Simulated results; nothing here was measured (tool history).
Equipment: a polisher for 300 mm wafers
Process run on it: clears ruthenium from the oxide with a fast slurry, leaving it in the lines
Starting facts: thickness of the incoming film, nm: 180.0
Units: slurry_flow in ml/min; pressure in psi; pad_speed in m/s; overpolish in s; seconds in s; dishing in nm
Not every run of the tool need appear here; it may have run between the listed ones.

Run 1, day 0: slurry_flow 180 ml/min, pressure 3.5 psi, pad_speed 0.84 m/s, slurry_solids 1, overpolish 27 s. Result: seconds 33.502 s, dishing 84.303 nm.
Run 2, day 0.321: slurry_flow 140 ml/min, pressure 3.5 psi, pad_speed 0.84 m/s, slurry_solids 1, overpolish 27 s. Result: seconds 34.652 s, dishing 81.255 nm.
Run 3, day 0.488: slurry_flow 160 ml/min, pressure 3.5 psi, pad_speed 0.84 m/s, slurry_solids 1, overpolish 27 s. Result: seconds 33.553 s, dishing 84.417 nm.
Run 4, day 0.746: slurry_flow 160 ml/min, pressure 2.7 psi, pad_speed 0.84 m/s, slurry_solids 1, overpolish 27 s. Result: seconds 43.96 s, dishing 69.514 nm.
Run 5, day 0.933: slurry_flow 155 ml/min, pressure 2.7 psi, pad_speed 0.86 m/s, slurry_solids 1, overpolish 25 s. Result: seconds 42.832 s, dishing 66.102 nm.
Run 6, day 1.038: slurry_flow 150 ml/min, pressure 2.6 psi, pad_speed 0.9 m/s, slurry_solids 1, overpolish 23 s. Result: seconds 43.152 s, dishing 61.759 nm.
Run 7, day 1.408: slurry_flow 145 ml/min, pressure 2.5 psi, pad_speed 0.94 m/s, slurry_solids 1, overpolish 21 s. Result: seconds 43.711 s, dishing 57.099 nm.
Run 8, day 1.529: slurry_flow 140 ml/min, pressure 2.4 psi, pad_speed 0.98 m/s, slurry_solids 1, overpolish 20 s. Result: seconds 43.853 s, dishing 55.737 nm.
Run 9, day 1.733: slurry_flow 135 ml/min, pressure 2.3 psi, pad_speed 1.02 m/s, slurry_solids 1, overpolish 19 s. Result: seconds 44.652 s, dishing 52.73 nm.
Run 10, day 1.883: slurry_flow 130 ml/min, pressure 2.2 psi, pad_speed 1.06 m/s, slurry_solids 1, overpolish 18 s. Result: seconds 43.921 s, dishing 49.788 nm.
Run 11, day 1.958: slurry_flow 130 ml/min, pressure 2.2 psi, pad_speed 1.08 m/s, slurry_solids 1, overpolish 17 s. Result: seconds 43.61 s, dishing 47.199 nm.
Run 12, day 2.083: slurry_flow 120 ml/min, pressure 2.5 psi, pad_speed 1.32 m/s, slurry_solids 0.75, overpolish 8 s. Result: seconds 37.312 s, dishing 28.733 nm.
Run 13, day 2.342: slurry_flow 125 ml/min, pressure 2.5 psi, pad_speed 1.32 m/s, slurry_solids 0.75, overpolish 8 s. Result: seconds 37.352 s, dishing 29.575 nm.
Run 14, day 2.675: slurry_flow 130 ml/min, pressure 2.5 psi, pad_speed 1.32 m/s, slurry_solids 0.75, overpolish 8 s. Result: seconds 36.531 s, dishing 28.82 nm.
Run 15, day 2.754: slurry_flow 135 ml/min, pressure 2.5 psi, pad_speed 1.32 m/s, slurry_solids 0.75, overpolish 8 s. Result: seconds 35.205 s, dishing 30.303 nm.
Run 16, day 2.8: slurry_flow 150 ml/min, pressure 2.5 psi, pad_speed 1.32 m/s, slurry_solids 0.75, overpolish 8 s. Result: seconds 35.217 s, dishing 30.263 nm.
Run 17, day 2.975: slurry_flow 155 ml/min, pressure 2.5 psi, pad_speed 1.32 m/s, slurry_solids 0.75, overpolish 8 s. Result: seconds 34.856 s, dishing 30.505 nm.

Predict the results of run 18:
Run 18, day 3.125: slurry_flow 170 ml/min, pressure 2.5 psi, pad_speed 1.32 m/s, slurry_solids 0.75, overpolish 8 s. Result: seconds ?, dishing ?.

seconds: 34.921 s
dishing: 30.71 nm
